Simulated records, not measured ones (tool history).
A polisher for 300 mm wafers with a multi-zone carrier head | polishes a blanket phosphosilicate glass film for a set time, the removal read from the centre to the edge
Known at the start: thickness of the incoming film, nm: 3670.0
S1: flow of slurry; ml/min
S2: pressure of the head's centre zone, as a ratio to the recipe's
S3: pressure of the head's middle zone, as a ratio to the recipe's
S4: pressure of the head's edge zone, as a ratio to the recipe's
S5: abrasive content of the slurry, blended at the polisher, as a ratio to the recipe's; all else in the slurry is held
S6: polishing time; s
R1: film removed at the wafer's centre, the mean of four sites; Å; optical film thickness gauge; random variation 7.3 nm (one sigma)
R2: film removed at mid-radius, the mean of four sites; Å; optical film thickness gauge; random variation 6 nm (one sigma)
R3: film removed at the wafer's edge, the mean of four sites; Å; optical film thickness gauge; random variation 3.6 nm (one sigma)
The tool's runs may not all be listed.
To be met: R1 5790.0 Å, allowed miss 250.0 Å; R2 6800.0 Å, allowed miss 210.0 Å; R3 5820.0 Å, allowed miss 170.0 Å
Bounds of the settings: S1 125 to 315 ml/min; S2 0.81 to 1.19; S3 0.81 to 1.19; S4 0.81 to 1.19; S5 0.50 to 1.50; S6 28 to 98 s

Run 1, hour 0.0: S1 205 ml/min, S2 1.00, S3 1.00, S4 1.00, S5 1.00, S6 63 s. Result: R1 5147.7 Å, R2 5278.1 Å, R3 5204.1 Å.
Run 2, hour 4.4: S1 205 ml/min, S2 1.00, S3 0.96, S4 1.00, S5 1.00, S6 63 s. Result: R1 5121.0 Å, R2 5155.5 Å, R3 5153.5 Å.
Run 3, hour 5.5: S1 205 ml/min, S2 1.00, S3 0.96, S4 0.93, S5 1.00, S6 63 s. Result: R1 5269.5 Å, R2 5100.7 Å, R3 4989.1 Å.
Run 4, hour 9.0: S1 205 ml/min, S2 0.93, S3 0.96, S4 0.93, S5 1.00, S6 63 s. Result: R1 4805.7 Å, R2 5162.8 Å, R3 4926.0 Å.
Run 5, hour 11.9: S1 205 ml/min, S2 0.93, S3 0.96, S4 0.86, S5 1.00, S6 63 s. Result: R1 4764.3 Å, R2 5100.3 Å, R3 4757.3 Å.
Run 6, hour 15.0: S1 220 ml/min, S2 0.95, S3 1.01, S4 0.90, S5 1.05, S6 63 s. Result: R1 5093.6 Å, R2 5484.6 Å, R3 5019.5 Å.
Run 7, hour 16.7: S1 230 ml/min, S2 0.96, S3 1.05, S4 0.93, S5 1.10, S6 63 s. Result: R1 5251.2 Å, R2 5777.1 Å, R3 5329.1 Å.
Run 8, hour 24.4: S1 240 ml/min, S2 0.97, S3 1.09, S4 0.93, S5 1.15, S6 63 s. Result: R1 5441.7 Å, R2 6154.6 Å, R3 5355.3 Å.
Run 9, hour 31.1: S1 245 ml/min, S2 0.97, S3 1.11, S4 0.95, S5 1.15, S6 63 s. Result: R1 5544.2 Å, R2 6262.4 Å, R3 5428.5 Å.
Run 10, hour 32.3: S1 250 ml/min, S2 0.97, S3 1.12, S4 0.97, S5 1.15, S6 63 s. Result: R1 5487.3 Å, R2 6293.2 Å, R3 5493.5 Å.
At hour 35.3: worn pad replaced by a new one.
Run 11, hour 35.3: S1 255 ml/min, S2 0.97, S3 1.13, S4 0.98, S5 1.15, S6 63 s. Result: R1 6170.4 Å, R2 7051.4 Å, R3 6181.2 Å.
Run 12, hour 43.4: S1 250 ml/min, S2 0.97, S3 1.13, S4 0.98, S5 1.15, S6 63 s. Result: R1 6133.9 Å, R2 7057.6 Å, R3 6143.3 Å.
Run 13, hour 48.3: S1 240 ml/min, S2 0.97, S3 1.13, S4 0.97, S5 1.15, S6 63 s. Result: R1 6077.5 Å, R2 7041.3 Å, R3 6044.9 Å.
Run 14, hour 52.3: S1 240 ml/min, S2 0.97, S3 1.13, S4 0.97, S5 1.15, S6 63 s. Result: R1 6172.6 Å, R2 7003.3 Å, R3 6132.4 Å.
Run 15, hour 56.2: S1 245 ml/min, S2 0.97, S3 1.13, S4 0.97, S5 1.15, S6 63 s. Result: R1 6201.4 Å, R2 7063.1 Å, R3 6170.3 Å.
Run 16, hour 57.1: S1 255 ml/min, S2 0.96, S3 1.13, S4 0.96, S5 1.15, S6 63 s. Result: R1 5997.0 Å, R2 7048.6 Å, R3 6145.4 Å.
Run 17, hour 58.7: S1 250 ml/min, S2 0.96, S3 1.13, S4 0.95, S5 1.15, S6 63 s. Result: R1 6133.1 Å, R2 6992.2 Å, R3 6047.4 Å.
Run 18, hour 60.5: S1 250 ml/min, S2 0.96, S3 1.13, S4 0.95, S5 1.15, S6 63 s. Result: R1 6056.3 Å, R2 7079.9 Å, R3 6061.0 Å.
Run 19, hour 61.2: S1 250 ml/min, S2 0.96, S3 1.12, S4 0.94, S5 1.15, S6 63 s. Result: R1 6134.7 Å, R2 6902.0 Å, R3 6097.4 Å.
Run 20, hour 65.9: S1 240 ml/min, S2 0.96, S3 1.12, S4 0.94, S5 1.15, S6 63 s. Result: R1 5993.5 Å, R2 6861.1 Å, R3 6035.6 Å.
Run 21, hour 67.1: S1 245 ml/min, S2 0.95, S3 1.12, S4 0.93, S5 1.15, S6 63 s. Result: R1 5941.5 Å, R2 7084.4 Å, R3 5960.6 Å.
Run 22, hour 68.5: S1 250 ml/min, S2 0.95, S3 1.12, S4 0.93, S5 1.15, S6 63 s. Result: R1 5956.5 Å, R2 6967.8 Å, R3 5918.8 Å.

4 next moves are on the table. One of them brings every result within its allowed miss. Which?
Run A, hour 69.9: S1 200 ml/min, S2 0.93, S3 1.10, S4 0.88, S5 1.40, S6 59 s. Result: R1 ?, R2 ?, R3 ?.
Run B, hour 69.9: S1 255 ml/min, S2 0.95, S3 1.17, S4 0.92, S5 1.05, S6 66 s. Result: R1 ?, R2 ?, R3 ?.
Run C, hour 69.9: S1 225 ml/min, S2 1.00, S3 1.08, S4 0.85, S5 1.30, S6 61 s. Result: R1 ?, R2 ?, R3 ?.
Run D, hour 69.9: S1 295 ml/min, S2 1.02, S3 1.07, S4 0.93, S5 1.10, S6 63 s. Result: R1 ?, R2 ?, R3 ?.

move      R1      R2      R3
   A  5782.5  6869.9  5776.3
   B  6072.4  7380.5  5977.8
   C  6368.7  6917.5  5786.0
   D  6472.9  6817.4  5938.9
A: meets every target
B: further off than the last run
C: brings the result that was furthest off to its target, and leaves another outside
D: brings the result that was furthest off to its target, and leaves another outside
Answer: A

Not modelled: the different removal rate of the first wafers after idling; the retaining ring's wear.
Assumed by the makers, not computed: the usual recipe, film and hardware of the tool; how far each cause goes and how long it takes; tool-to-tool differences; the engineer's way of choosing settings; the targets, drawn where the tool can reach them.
